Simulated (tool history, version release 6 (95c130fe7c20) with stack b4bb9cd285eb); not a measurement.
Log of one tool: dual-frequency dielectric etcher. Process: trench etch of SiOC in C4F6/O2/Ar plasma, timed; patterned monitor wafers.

run,hour,source power (W),bias power (W),etch time (s),mean etch depth across the wafer (angstrom)
1,0.0,340,159,20.5,404.10
2,8.2,390,159,20.5,438.88
3,12.7,390,159,20.5,440.01
4,15.5,390,183,20.5,462.25
5,21.7,390,200,20.5,478.66
6,23.1,360,187,20.5,447.21
7,27.6,340,176,20.5,422.23
8,32.3,320,167,20.5,400.22
9,36.3,300,160,20.5,376.29
10,37.2,290,156,20.5,361.91
11,44.6,280,154,20.5,352.36

Run 12 comes next. What will it give?
12,50.5,220,122,20.5,?

mean etch depth across the wafer (angstrom): 264.73
